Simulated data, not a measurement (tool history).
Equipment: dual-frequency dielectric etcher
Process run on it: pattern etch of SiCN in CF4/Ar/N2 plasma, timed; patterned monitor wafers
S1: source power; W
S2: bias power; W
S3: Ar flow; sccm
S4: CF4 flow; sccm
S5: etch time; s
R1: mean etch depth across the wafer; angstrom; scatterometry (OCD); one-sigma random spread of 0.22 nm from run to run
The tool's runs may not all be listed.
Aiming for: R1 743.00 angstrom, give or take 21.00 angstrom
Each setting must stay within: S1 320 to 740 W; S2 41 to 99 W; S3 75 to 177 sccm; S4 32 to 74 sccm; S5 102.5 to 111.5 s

run  hour   S1  S2   S3  S4     S5       R1
  1   0.0  530  70  126  53  111.5   989.67
  2   7.6  590  70  126  53  111.5  1058.90
  3  15.8  590  78  126  53  111.5  1107.00
  4  24.8  590  78  126  53  111.5  1094.90
  5  29.8  510  74  130  52  111.0   971.09
  6  32.8  460  71  132  51  110.5   888.23
  7  35.8  420  70  133  51  110.5   837.23
  8  44.2  330  68  134  51  110.5   720.88

Below are 4 possible settings for the next run. Only one of them brings all results inside the allowed miss of their targets. Which is it?
  A  52.6  360  68  129  56  111.5   ?
  B  52.6  360  64  153  54  111.5   ?
  C  52.6  380  79  144  49  111.5   ?
  D  52.6  340  78  112  59  108.5   ?

move      R1
   A  776.51
   B  733.04
   C  812.71
   D  790.96
A: takes the result that was furthest off past its target
B: every result within its allowed miss
C: takes the result that was furthest off past its target
D: takes the result that was furthest off past its target
So the answer is move B, the one that meets all the targets.
